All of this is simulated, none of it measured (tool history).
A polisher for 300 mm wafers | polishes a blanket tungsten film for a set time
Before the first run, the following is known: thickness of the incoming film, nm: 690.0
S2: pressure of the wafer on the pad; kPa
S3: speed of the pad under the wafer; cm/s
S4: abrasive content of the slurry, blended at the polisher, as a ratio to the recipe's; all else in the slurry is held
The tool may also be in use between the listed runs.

{"run": 1, "day": 0.0, "flow of slurry (ml/min)": 135, "S2": 24.8, "S3": 132, "S4": 1, "polishing time (s)": 26, "film removed (Å)": 1432.1}
{"run": 2, "day": 0.275, "flow of slurry (ml/min)": 160, "S2": 24.8, "S3": 132, "S4": 1, "polishing time (s)": 26, "film removed (Å)": 1508.9}
{"run": 3, "day": 0.433, "flow of slurry (ml/min)": 160, "S2": 24.8, "S3": 118, "S4": 1, "polishing time (s)": 26, "film removed (Å)": 1374.4}
{"run": 4, "day": 0.767, "flow of slurry (ml/min)": 190, "S2": 24.8, "S3": 118, "S4": 1, "polishing time (s)": 26, "film removed (Å)": 1397.6}
{"run": 5, "day": 0.838, "flow of slurry (ml/min)": 205, "S2": 24.8, "S3": 118, "S4": 1, "polishing time (s)": 26, "film removed (Å)": 1397.8}
{"run": 6, "day": 0.892, "flow of slurry (ml/min)": 205, "S2": 24.8, "S3": 92, "S4": 1, "polishing time (s)": 26, "film removed (Å)": 1064.5}
{"run": 7, "day": 1.188, "flow of slurry (ml/min)": 205, "S2": 22.8, "S3": 92, "S4": 1, "polishing time (s)": 26, "film removed (Å)": 984.47}
{"run": 8, "day": 1.417, "flow of slurry (ml/min)": 205, "S2": 21.4, "S3": 92, "S4": 1, "polishing time (s)": 26, "film removed (Å)": 948.25}
{"run": 9, "day": 1.75, "flow of slurry (ml/min)": 205, "S2": 20, "S3": 92, "S4": 1, "polishing time (s)": 26, "film removed (Å)": 877.45}

The next listed run, before its measurement:
{"run": 10, "day": 2.117, "flow of slurry (ml/min)": 205, "S2": 19.3, "S3": 92, "S4": 1, "polishing time (s)": 26, "film removed (Å)": "?"}

{"run 10": {"film removed (Å)": 847.87}}

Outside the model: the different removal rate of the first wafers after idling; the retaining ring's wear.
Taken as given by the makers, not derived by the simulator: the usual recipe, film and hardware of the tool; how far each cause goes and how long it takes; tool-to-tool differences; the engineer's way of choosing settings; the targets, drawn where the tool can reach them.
